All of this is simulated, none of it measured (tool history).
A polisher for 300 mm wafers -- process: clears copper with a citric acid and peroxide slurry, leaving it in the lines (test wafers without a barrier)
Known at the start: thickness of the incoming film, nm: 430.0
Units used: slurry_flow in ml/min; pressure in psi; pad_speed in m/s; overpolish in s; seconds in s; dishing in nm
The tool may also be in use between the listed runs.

| run | hour | slurry_flow | pressure | pad_speed | slurry_solids | overpolish | seconds | dishing |
|---|---|---|---|---|---|---|---|---|
| 1 | 0 | 160 | 3.8 | 1.1 | 1 | 27 | 118.53 | 34.045 |
| 2 | 4.4 | 145 | 3.3 | 1.06 | 0.9 | 22 | 143.25 | 28.626 |
| 3 | 13.4 | 130 | 2.9 | 1.04 | 0.8 | 18 | 174.44 | 23.22 |
| 4 | 16 | 120 | 2.6 | 1.08 | 0.7 | 15 | 198.62 | 19.421 |
| 5 | 16.7 | 120 | 2.3 | 1.08 | 0.7 | 15 | 224.43 | 17.643 |
| 6 | 20.7 | 120 | 1.7 | 1.08 | 0.7 | 15 | 301.32 | 14.269 |
| 7 | 25 | 115 | 1.7 | 1.18 | 0.65 | 13 | 283.66 | 13.117 |
| 8 | 26.9 | 115 | 1.8 | 1.28 | 0.65 | 12 | 246.38 | 13.771 |
| 9 | 35.7 | 160 | 1.7 | 1.04 | 0.9 | 8 | 281.9 | 8.9911 |
| 10 | 42.1 | 160 | 1.7 | 1.04 | 0.9 | 8 | 274.85 | 9.0107 |
| 11 | 46.9 | 155 | 1.8 | 1.06 | 0.95 | 8 | 255.19 | 9.7152 |
| 12 | 50.9 | 150 | 1.9 | 1.08 | 0.95 | 8 | 238.81 | 10.14 |
| 13 | 56.7 | 145 | 1.9 | 1.1 | 0.95 | 8 | 240.32 | 10.118 |
| 14 | 59 | 140 | 2 | 1.12 | 0.95 | 8 | 226.22 | 10.558 |
| 15 | 64.2 | 135 | 2 | 1.12 | 0.95 | 8 | 226.23 | 10.605 |
| 16 | 69.6 | 130 | 2 | 1.12 | 0.95 | 8 | 231.35 | 10.496 |
| 17 | 74.2 | 130 | 2.1 | 1.12 | 0.95 | 8 | 216.99 | 10.728 |
| 18 | 81.5 | 130 | 2.3 | 1.12 | 0.95 | 14 | 203.96 | 18.089 |
| 19 | 89.5 | 130 | 2.3 | 1.12 | 0.95 | 14 | 205.15 | 18.024 |
| 20 | 98.4 | 145 | 2.3 | 1.12 | 0.95 | 14 | 196.67 | 18.408 |
| 21 | 106.8 | 150 | 2.4 | 1.06 | 0.95 | 13 | 195.5 | 17.721 |
| 22 | 109.7 | 150 | 2.2 | 1.16 | 0.95 | 13 | 195.37 | 17.217 |

Estimate the outcome of run 23 from the log above:
| 23 | 114.9 | 105 | 1.7 | 1.46 | 0.7 | 8 | ? | ? |

{"run 23": {"seconds": 236.17, "dishing": 10.328}}
